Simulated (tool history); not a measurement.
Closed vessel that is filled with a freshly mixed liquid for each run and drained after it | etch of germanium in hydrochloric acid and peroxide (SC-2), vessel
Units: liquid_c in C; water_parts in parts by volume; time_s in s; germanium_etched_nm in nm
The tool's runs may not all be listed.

run	day	liquid_c	water_parts	time_s	germanium_etched_nm
1	0	54	9.5	95	203.47
2	0.338	55	9.5	95	205.82
3	0.471	55	9.5	95	204.27
4	0.608	56.5	9.5	95	219.16
5	0.646	57.5	9.5	95	220.91
6	0.717	58.5	9.5	95	231.31
7	0.967	59	9.5	95	234.3
8	1.125	59.5	9.5	95	240.24
9	1.158	60	9.5	95	239.63

The next listed run, before its measurement:
10	1.425	60.5	9.5	95	?

Run 10 gave germanium_etched_nm 248.07 nm.
